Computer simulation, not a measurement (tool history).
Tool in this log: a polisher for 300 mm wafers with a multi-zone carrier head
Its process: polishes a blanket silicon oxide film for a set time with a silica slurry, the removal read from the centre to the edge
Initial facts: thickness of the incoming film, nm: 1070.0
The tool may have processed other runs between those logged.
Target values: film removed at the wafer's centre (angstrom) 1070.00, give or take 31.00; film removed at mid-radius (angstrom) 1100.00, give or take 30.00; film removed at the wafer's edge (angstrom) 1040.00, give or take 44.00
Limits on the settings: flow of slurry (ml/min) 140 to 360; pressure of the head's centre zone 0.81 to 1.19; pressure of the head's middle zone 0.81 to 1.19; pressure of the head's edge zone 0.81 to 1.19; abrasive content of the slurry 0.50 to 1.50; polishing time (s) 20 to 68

run,day,flow of slurry (ml/min),pressure of the head's centre zone,pressure of the head's middle zone,pressure of the head's edge zone,abrasive content of the slurry,polishing time (s),film removed at the wafer's centre (angstrom),film removed at mid-radius (angstrom),film removed at the wafer's edge (angstrom)
1,0.000,230,1.00,1.00,1.00,1.00,44,891.14,890.65,911.94
2,0.258,235,1.01,1.02,1.01,1.00,44,887.40,924.11,934.47
3,0.612,235,1.01,0.96,1.01,1.00,44,898.29,867.67,952.65
4,0.738,185,1.01,0.96,1.01,1.00,44,865.36,839.88,915.64
5,0.946,195,1.02,0.98,1.02,1.00,44,879.81,871.20,925.40
6,1.129,195,1.02,0.98,1.02,1.20,44,977.46,969.94,1026.90
7,1.333,205,1.02,0.99,1.02,1.20,44,970.22,978.68,1010.00
8,1.696,215,1.03,1.00,1.02,1.20,44,1009.20,997.32,1036.20
9,1.962,220,1.03,1.01,1.02,1.20,44,1001.50,989.10,1020.30
10,2.162,225,1.03,1.02,1.02,1.20,44,994.02,1014.60,1022.60
11,2.454,225,1.03,1.02,1.02,1.20,44,1002.40,1008.00,1048.30
12,2.517,230,1.03,1.03,1.01,1.20,44,1003.20,1030.20,1050.10
13,2.625,235,1.04,1.04,1.00,1.20,44,1013.60,1022.20,1011.90
14,2.871,240,1.04,1.05,1.00,1.20,44,1030.90,1040.00,1001.70
15,3.204,245,1.04,1.05,1.00,1.20,44,1043.80,1034.20,1022.50

Next run, 4 choices. One meets every target within its allowed miss, the rest don't. Which?
A,3.538,220,1.15,1.09,0.86,1.15,43,?,?,?
B,3.538,315,1.14,1.04,1.00,1.20,44,?,?,?
C,3.538,210,1.04,1.07,0.93,1.50,42,?,?,?
D,3.538,255,1.10,1.14,0.91,1.30,41,?,?,?

move,film removed at the wafer's centre (angstrom),film removed at mid-radius (angstrom),film removed at the wafer's edge (angstrom)
A,1071.80,1027.90,900.76
B,1155.70,1070.10,1034.90
C,1060.80,1109.40,1022.90
D,1056.20,1098.70,944.67
A: moves away from the targets compared with the last run
B: gets the furthest-off result to its target, but another result is out of tolerance
C: each result inside its tolerance
D: gets the furthest-off result to its target, but another result is out of tolerance
Go with C: it meets all targets.

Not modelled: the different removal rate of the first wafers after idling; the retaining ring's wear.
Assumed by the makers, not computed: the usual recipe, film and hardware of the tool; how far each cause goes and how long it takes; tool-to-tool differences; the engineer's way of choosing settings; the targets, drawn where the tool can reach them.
